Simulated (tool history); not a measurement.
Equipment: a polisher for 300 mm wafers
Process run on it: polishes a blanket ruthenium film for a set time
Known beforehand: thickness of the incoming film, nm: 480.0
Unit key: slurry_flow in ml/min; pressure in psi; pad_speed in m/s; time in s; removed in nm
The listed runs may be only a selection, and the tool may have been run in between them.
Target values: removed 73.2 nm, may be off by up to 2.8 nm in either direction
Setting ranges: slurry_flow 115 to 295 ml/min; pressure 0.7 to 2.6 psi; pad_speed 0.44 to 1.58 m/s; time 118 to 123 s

Run 1, hour 0: slurry_flow 190 ml/min, pressure 1.6 psi, pad_speed 1 m/s, time 118 s. Result: removed 110.08 nm.
Run 2, hour 4.4: slurry_flow 190 ml/min, pressure 1.5 psi, pad_speed 1 m/s, time 118 s. Result: removed 102.58 nm.
Run 3, hour 7.6: slurry_flow 190 ml/min, pressure 1.9 psi, pad_speed 1 m/s, time 118 s. Result: removed 127.27 nm.
Run 4, hour 13.4: slurry_flow 190 ml/min, pressure 1.8 psi, pad_speed 1 m/s, time 118 s. Result: removed 122.8 nm.
Run 5, hour 21.1: slurry_flow 235 ml/min, pressure 1.8 psi, pad_speed 1 m/s, time 118 s. Result: removed 124.69 nm.
Run 6, hour 22: slurry_flow 235 ml/min, pressure 1.8 psi, pad_speed 1 m/s, time 123 s. Result: removed 130.07 nm.
Run 7, hour 27.1: slurry_flow 225 ml/min, pressure 1.3 psi, pad_speed 0.98 m/s, time 123 s. Result: removed 94.577 nm.
Run 8, hour 29.2: slurry_flow 225 ml/min, pressure 1.2 psi, pad_speed 0.98 m/s, time 123 s. Result: removed 87.237 nm.

Exactly one of the 4 candidate moves below puts every result within its allowed miss. Which one?
Run A, hour 31.3: slurry_flow 295 ml/min, pressure 1.2 psi, pad_speed 0.62 m/s, time 118 s. Result: removed ?.
Run B, hour 31.3: slurry_flow 185 ml/min, pressure 1.1 psi, pad_speed 0.86 m/s, time 118 s. Result: removed ?.
Run C, hour 31.3: slurry_flow 215 ml/min, pressure 1.1 psi, pad_speed 0.9 m/s, time 118 s. Result: removed ?.
Run D, hour 31.3: slurry_flow 150 ml/min, pressure 1.2 psi, pad_speed 0.78 m/s, time 118 s. Result: removed ?.

move  removed
   A   65.978
   B   69.817
   C   72.962
   D   69.846
A: the result that was furthest off in the last run now lies on the other side of its target
B: the result that was furthest off in the last run now lies on the other side of its target
C: every result within its allowed miss
D: the result that was furthest off in the last run now lies on the other side of its target
Go with C: it meets all targets.
